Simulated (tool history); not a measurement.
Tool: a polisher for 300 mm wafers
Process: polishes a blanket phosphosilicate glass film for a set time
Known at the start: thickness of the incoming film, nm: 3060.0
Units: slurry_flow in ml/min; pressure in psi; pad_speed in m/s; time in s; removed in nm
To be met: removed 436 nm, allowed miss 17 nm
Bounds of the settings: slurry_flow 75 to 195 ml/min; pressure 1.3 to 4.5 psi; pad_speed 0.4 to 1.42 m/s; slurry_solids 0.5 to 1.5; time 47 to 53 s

Run 1, hour 0: slurry_flow 125 ml/min, pressure 2.9 psi, pad_speed 0.9 m/s, slurry_solids 1, time 53 s. Result: removed 325.97 nm.
Run 2, hour 3.8: slurry_flow 130 ml/min, pressure 3.1 psi, pad_speed 0.9 m/s, slurry_solids 1, time 53 s. Result: removed 345.13 nm.
Run 3, hour 9.2: slurry_flow 130 ml/min, pressure 3.3 psi, pad_speed 0.9 m/s, slurry_solids 1, time 53 s. Result: removed 355.31 nm.
Run 4, hour 17.8: slurry_flow 130 ml/min, pressure 3.3 psi, pad_speed 0.72 m/s, slurry_solids 1, time 53 s. Result: removed 300.22 nm.
Run 5, hour 20.7: slurry_flow 130 ml/min, pressure 3.3 psi, pad_speed 0.72 m/s, slurry_solids 1, time 47 s. Result: removed 267.34 nm.
Run 6, hour 24.4: slurry_flow 135 ml/min, pressure 3.7 psi, pad_speed 0.76 m/s, slurry_solids 1, time 47 s. Result: removed 296.21 nm.
Run 7, hour 26.2: slurry_flow 135 ml/min, pressure 3.9 psi, pad_speed 0.84 m/s, slurry_solids 1, time 47 s. Result: removed 340.38 nm.
Run 8, hour 27: slurry_flow 155 ml/min, pressure 4.5 psi, pad_speed 0.86 m/s, slurry_solids 1, time 47 s. Result: removed 388.66 nm.
Run 9, hour 32.6: slurry_flow 155 ml/min, pressure 4.5 psi, pad_speed 0.86 m/s, slurry_solids 1, time 47 s. Result: removed 389.84 nm.
Run 10, hour 39.4: slurry_flow 155 ml/min, pressure 4.5 psi, pad_speed 0.9 m/s, slurry_solids 1, time 47 s. Result: removed 403.15 nm.
Run 11, hour 48.3: slurry_flow 155 ml/min, pressure 4.5 psi, pad_speed 0.92 m/s, slurry_solids 1, time 47 s. Result: removed 401.42 nm.

5 next moves are on the table. One of them brings every result within its allowed miss. Which?
Run A, hour 57.2: slurry_flow 195 ml/min, pressure 4.5 psi, pad_speed 1 m/s, slurry_solids 1.15, time 50 s. Result: removed ?.
Run B, hour 57.2: slurry_flow 125 ml/min, pressure 4.5 psi, pad_speed 1.02 m/s, slurry_solids 1.3, time 47 s. Result: removed ?.
Run C, hour 57.2: slurry_flow 170 ml/min, pressure 3.7 psi, pad_speed 1.16 m/s, slurry_solids 1.05, time 53 s. Result: removed ?.
Run D, hour 57.2: slurry_flow 195 ml/min, pressure 4.2 psi, pad_speed 0.86 m/s, slurry_solids 1.5, time 53 s. Result: removed ?.
Run E, hour 57.2: slurry_flow 145 ml/min, pressure 4.5 psi, pad_speed 1 m/s, slurry_solids 1, time 47 s. Result: removed ?.

move  removed
   A   499.48
   B   470.25
   C   489.56
   D    491.5
   E   432.21
A: takes the result that was furthest off past its target
B: takes the result that was furthest off past its target
C: takes the result that was furthest off past its target
D: takes the result that was furthest off past its target
E: meets every target
The right move is E.

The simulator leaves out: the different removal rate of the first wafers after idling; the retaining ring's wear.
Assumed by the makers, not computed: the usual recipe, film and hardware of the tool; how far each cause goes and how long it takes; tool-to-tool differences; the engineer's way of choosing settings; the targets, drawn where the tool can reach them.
